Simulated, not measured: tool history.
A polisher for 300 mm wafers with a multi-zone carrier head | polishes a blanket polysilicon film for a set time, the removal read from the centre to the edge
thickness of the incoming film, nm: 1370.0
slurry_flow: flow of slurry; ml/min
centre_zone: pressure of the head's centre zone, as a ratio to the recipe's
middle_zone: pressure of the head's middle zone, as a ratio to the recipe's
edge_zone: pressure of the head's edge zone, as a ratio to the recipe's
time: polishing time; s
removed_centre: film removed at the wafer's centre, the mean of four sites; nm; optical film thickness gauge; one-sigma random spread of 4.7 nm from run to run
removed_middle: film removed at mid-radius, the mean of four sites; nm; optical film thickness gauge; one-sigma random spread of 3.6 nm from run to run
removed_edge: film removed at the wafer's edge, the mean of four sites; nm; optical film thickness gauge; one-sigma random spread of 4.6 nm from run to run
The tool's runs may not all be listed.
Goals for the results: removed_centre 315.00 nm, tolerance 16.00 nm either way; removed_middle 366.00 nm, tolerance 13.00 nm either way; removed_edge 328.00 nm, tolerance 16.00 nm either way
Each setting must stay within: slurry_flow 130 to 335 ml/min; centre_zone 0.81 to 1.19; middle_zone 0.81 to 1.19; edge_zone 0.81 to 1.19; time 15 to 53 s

{"run": 1, "hour": 0.0, "slurry_flow": 215, "centre_zone": 1.0, "middle_zone": 1.0, "edge_zone": 1.0, "time": 34, "removed_centre": 212.59, "removed_middle": 214.56, "removed_edge": 216.21}
{"run": 2, "hour": 6.8, "slurry_flow": 215, "centre_zone": 1.0, "middle_zone": 1.0, "edge_zone": 1.0, "time": 38, "removed_centre": 230.98, "removed_middle": 239.89, "removed_edge": 243.04}
{"run": 3, "hour": 13.4, "slurry_flow": 215, "centre_zone": 1.0, "middle_zone": 1.0, "edge_zone": 1.0, "time": 33, "removed_centre": 205.75, "removed_middle": 207.97, "removed_edge": 211.57}
{"run": 4, "hour": 19.1, "slurry_flow": 215, "centre_zone": 0.95, "middle_zone": 1.0, "edge_zone": 1.0, "time": 33, "removed_centre": 198.74, "removed_middle": 209.66, "removed_edge": 206.89}
{"run": 5, "hour": 25.6, "slurry_flow": 215, "centre_zone": 0.95, "middle_zone": 1.0, "edge_zone": 0.95, "time": 33, "removed_centre": 197.55, "removed_middle": 210.38, "removed_edge": 204.85}
{"run": 6, "hour": 26.6, "slurry_flow": 220, "centre_zone": 0.96, "middle_zone": 1.02, "edge_zone": 0.95, "time": 35, "removed_centre": 212.47, "removed_middle": 226.8, "removed_edge": 212.08}
{"run": 7, "hour": 31.6, "slurry_flow": 220, "centre_zone": 0.91, "middle_zone": 1.08, "edge_zone": 1.05, "time": 45, "removed_centre": 262.03, "removed_middle": 297.94, "removed_edge": 300.46}
{"run": 8, "hour": 39.6, "slurry_flow": 225, "centre_zone": 0.92, "middle_zone": 1.1, "edge_zone": 1.04, "time": 46, "removed_centre": 274.54, "removed_middle": 309.88, "removed_edge": 290.65}
{"run": 9, "hour": 47.9, "slurry_flow": 225, "centre_zone": 0.92, "middle_zone": 1.11, "edge_zone": 1.05, "time": 47, "removed_centre": 272.54, "removed_middle": 321.31, "removed_edge": 301.47}
{"run": 10, "hour": 51.5, "slurry_flow": 230, "centre_zone": 0.93, "middle_zone": 1.11, "edge_zone": 1.05, "time": 48, "removed_centre": 285.52, "removed_middle": 324.91, "removed_edge": 314.47}

5 next moves are on the table. One of them brings every result within its allowed miss. Which?
{"run": "A", "hour": 55.1, "slurry_flow": 255, "centre_zone": 0.98, "middle_zone": 0.89, "edge_zone": 1.16, "time": 47, "removed_centre": "?", "removed_middle": "?", "removed_edge": "?"}
{"run": "B", "hour": 55.1, "slurry_flow": 280, "centre_zone": 1.01, "middle_zone": 1.02, "edge_zone": 1.05, "time": 44, "removed_centre": "?", "removed_middle": "?", "removed_edge": "?"}
{"run": "C", "hour": 55.1, "slurry_flow": 300, "centre_zone": 1.1, "middle_zone": 0.9, "edge_zone": 1.11, "time": 47, "removed_centre": "?", "removed_middle": "?", "removed_edge": "?"}
{"run": "D", "hour": 55.1, "slurry_flow": 165, "centre_zone": 0.81, "middle_zone": 1.02, "edge_zone": 1.19, "time": 47, "removed_centre": "?", "removed_middle": "?", "removed_edge": "?"}
{"run": "E", "hour": 55.1, "slurry_flow": 230, "centre_zone": 0.97, "middle_zone": 1.18, "edge_zone": 1.0, "time": 51, "removed_centre": "?", "removed_middle": "?", "removed_edge": "?"}

move=A removed_centre=305.49 removed_middle=279.39 removed_edge=326.99
move=B removed_centre=296.30 removed_middle=289.96 removed_edge=292.71
move=C removed_centre=341.37 removed_middle=285.92 removed_edge=323.53
move=D removed_centre=247.81 removed_middle=290.72 removed_edge=317.81
move=E removed_centre=325.21 removed_middle=365.46 removed_edge=325.57
A: the biggest miss grows against the last run
B: the biggest miss grows against the last run
C: the biggest miss grows against the last run
D: the biggest miss grows against the last run
E: in spec on every target
Correct choice: E, which meets every target
